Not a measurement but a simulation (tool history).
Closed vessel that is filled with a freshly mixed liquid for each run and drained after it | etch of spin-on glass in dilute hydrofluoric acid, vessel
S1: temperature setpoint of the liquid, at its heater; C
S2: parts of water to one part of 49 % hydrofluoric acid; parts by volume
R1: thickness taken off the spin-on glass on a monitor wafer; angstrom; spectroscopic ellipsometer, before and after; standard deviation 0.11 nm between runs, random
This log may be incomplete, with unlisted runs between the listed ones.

run 1 hour=0.0 | S1=22.0 S2=80 time_in_the_liquid_(s)=30 | R1=131.42
run 2 hour=2.3 | S1=21.5 S2=80 time_in_the_liquid_(s)=30 | R1=131.83
run 3 hour=10.1 | S1=19.0 S2=80 time_in_the_liquid_(s)=30 | R1=117.78
run 4 hour=16.5 | S1=19.0 S2=80 time_in_the_liquid_(s)=30 | R1=116.98
run 5 hour=21.4 | S1=17.0 S2=80 time_in_the_liquid_(s)=30 | R1=107.11
run 6 hour=24.1 | S1=17.0 S2=80 time_in_the_liquid_(s)=30 | R1=107.90
run 7 hour=31.0 | S1=18.0 S2=80 time_in_the_liquid_(s)=30 | R1=111.66

Predict the results of run 8:
run 8 hour=37.5 | S1=18.5 S2=80 time_in_the_liquid_(s)=30 | R1=?

{"run 8": {"R1": 113.41}}
